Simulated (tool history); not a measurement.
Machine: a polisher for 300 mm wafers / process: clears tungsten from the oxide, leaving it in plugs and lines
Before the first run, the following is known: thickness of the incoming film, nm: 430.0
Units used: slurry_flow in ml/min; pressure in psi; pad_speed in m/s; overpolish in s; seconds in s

run,hour,slurry_flow,pressure,pad_speed,slurry_solids,overpolish,seconds
1,0.0,160,4.3,0.98,1.0,9,87.676
2,2.4,160,4.1,0.98,1.0,9,88.003
3,3.8,160,4.1,0.98,1.2,9,86.101
4,12.8,140,4.1,0.98,1.2,9,87.098
5,20.1,140,3.9,0.98,1.2,9,93.051
6,20.8,140,3.0,0.98,1.2,9,105.690

Predict the results of run 7:
7,22.7,140,2.9,0.98,1.2,9,?

seconds: 105.570 s

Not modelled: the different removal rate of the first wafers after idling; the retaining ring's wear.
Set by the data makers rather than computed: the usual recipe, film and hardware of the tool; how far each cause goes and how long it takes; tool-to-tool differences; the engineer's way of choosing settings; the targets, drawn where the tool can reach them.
